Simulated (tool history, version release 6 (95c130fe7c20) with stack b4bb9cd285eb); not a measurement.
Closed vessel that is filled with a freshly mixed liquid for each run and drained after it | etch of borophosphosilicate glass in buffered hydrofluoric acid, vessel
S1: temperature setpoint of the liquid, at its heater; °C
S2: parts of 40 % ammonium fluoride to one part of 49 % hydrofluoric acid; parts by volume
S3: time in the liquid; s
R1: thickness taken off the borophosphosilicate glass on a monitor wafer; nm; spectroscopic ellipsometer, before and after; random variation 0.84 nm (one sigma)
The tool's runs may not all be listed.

run  hour    S1    S2   S3      R1
  1     0    23  12.5  105  120.74
  2   6.7    23  12.5  105  122.83
  3   8.3    22  12.5  105  115.09
  4   9.6    24  12.5  105  131.19
  5  12.5  27.5  12.5  105  155.34
  6  13.8  27.5    11  105  177.05
  7  14.8    24    11  105   143.6

Run 8 comes next. What will it give?
  8  20.2  22  11  105   ?

R1: 131.69 nm
